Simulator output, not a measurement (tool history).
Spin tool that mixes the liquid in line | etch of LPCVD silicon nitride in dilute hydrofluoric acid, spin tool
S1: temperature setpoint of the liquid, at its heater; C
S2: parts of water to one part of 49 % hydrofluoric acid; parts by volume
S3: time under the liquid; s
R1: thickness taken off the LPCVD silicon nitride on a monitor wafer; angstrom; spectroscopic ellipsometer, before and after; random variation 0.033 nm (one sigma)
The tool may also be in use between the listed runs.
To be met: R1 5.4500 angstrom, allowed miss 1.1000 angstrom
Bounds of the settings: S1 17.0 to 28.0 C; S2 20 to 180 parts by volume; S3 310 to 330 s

run	hour	S1	S2	S3	R1
1	0.0	20.0	100	310	11.2240
2	8.3	20.0	100	310	11.0920
3	10.8	20.0	100	310	12.0350
4	14.7	20.0	100	310	11.0110
5	17.1	20.0	115	310	9.8140
6	25.1	20.0	145	310	8.3790
7	26.6	19.0	155	310	7.0043
8	33.1	18.5	160	310	6.6108

Which of these 4 next moves meets every target?
A	39.6	23.0	145	330	?
B	39.6	20.0	135	330	?
C	39.6	17.0	180	310	?
D	39.6	19.5	145	310	?

move	R1
A	10.4790
B	9.2403
C	5.3707
D	7.8297
A: further off than the last run
B: further off than the last run
C: meets every target
D: further off than the last run
Answer: C
